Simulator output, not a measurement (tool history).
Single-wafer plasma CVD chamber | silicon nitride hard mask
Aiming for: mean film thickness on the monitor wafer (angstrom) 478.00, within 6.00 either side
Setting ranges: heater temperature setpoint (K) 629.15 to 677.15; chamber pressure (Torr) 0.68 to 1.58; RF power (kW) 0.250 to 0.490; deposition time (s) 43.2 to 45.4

run,day,heater temperature setpoint (K),chamber pressure (Torr),RF power (kW),deposition time (s),mean film thickness on the monitor wafer (angstrom)
1,0.000,653.15,1.13,0.370,45.4,589.91
2,0.179,653.15,1.09,0.365,45.4,579.93
3,0.217,653.15,1.09,0.365,45.4,578.29
4,0.329,653.15,1.05,0.360,45.4,564.03
5,0.550,653.15,1.01,0.360,45.4,553.69
6,0.838,653.15,0.98,0.360,45.4,548.40
7,1.138,653.15,0.98,0.360,45.4,548.95
8,1.450,653.15,0.95,0.360,45.4,542.43
9,1.662,653.15,0.92,0.360,45.4,534.74
10,1.879,653.15,0.90,0.360,45.4,529.45
11,2.221,653.15,0.88,0.360,45.4,521.05
12,2.571,653.15,0.86,0.360,45.4,516.46
13,2.867,653.15,0.84,0.360,45.4,509.69
14,3.221,653.15,0.83,0.360,45.4,504.58
15,3.288,653.15,0.83,0.360,45.4,507.86
16,3.346,653.15,0.82,0.360,45.4,502.77
17,3.658,653.15,0.81,0.360,45.4,501.79
18,3.846,653.15,0.81,0.360,45.4,500.23
19,4.033,653.15,0.80,0.360,45.4,497.97
20,4.179,653.15,0.79,0.360,45.4,494.13
21,4.233,653.15,0.78,0.360,45.4,491.46
22,4.354,653.15,0.77,0.360,45.4,486.29

Which single option among these 5 for the next run brings every result within its allowed miss of target? Just one does.
A,4.475,655.15,0.81,0.345,45.4,?
B,4.475,650.15,0.84,0.335,43.5,?
C,4.475,659.15,0.79,0.360,43.9,?
D,4.475,644.15,0.70,0.390,43.2,?
E,4.475,649.15,0.73,0.375,43.2,?

move,mean film thickness on the monitor wafer (angstrom)
A,486.87
B,467.86
C,475.27
D,460.30
E,459.85
A: further off than the last run
B: takes the biggest miss from the last run beyond its target
C: all results land within tolerance of their targets
D: takes the biggest miss from the last run beyond its target
E: takes the biggest miss from the last run beyond its target
So the answer is move C, the one that meets all the targets.

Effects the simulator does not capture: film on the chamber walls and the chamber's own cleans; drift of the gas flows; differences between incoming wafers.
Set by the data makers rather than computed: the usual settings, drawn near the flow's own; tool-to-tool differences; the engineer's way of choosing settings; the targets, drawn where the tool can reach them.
